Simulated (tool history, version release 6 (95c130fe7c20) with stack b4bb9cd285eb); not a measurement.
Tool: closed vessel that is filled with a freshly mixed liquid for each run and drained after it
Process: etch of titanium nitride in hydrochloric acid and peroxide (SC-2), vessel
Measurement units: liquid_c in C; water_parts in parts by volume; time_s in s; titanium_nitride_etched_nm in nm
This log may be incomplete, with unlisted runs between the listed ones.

run,hour,liquid_c,water_parts,time_s,titanium_nitride_etched_nm
1,0,58,9.5,65,3.4336
2,3.8,58,11.5,65,2.9397
3,11.1,59.5,11.5,65,3.2239
4,16.5,54.5,11.5,65,2.3362
5,23.9,54.5,15,65,1.8657
6,32.7,56.5,15,65,2.1267

Forecast run 7:
7,40.2,58.5,15,65,?

Run 7 gave titanium_nitride_etched_nm 2.4215 nm.
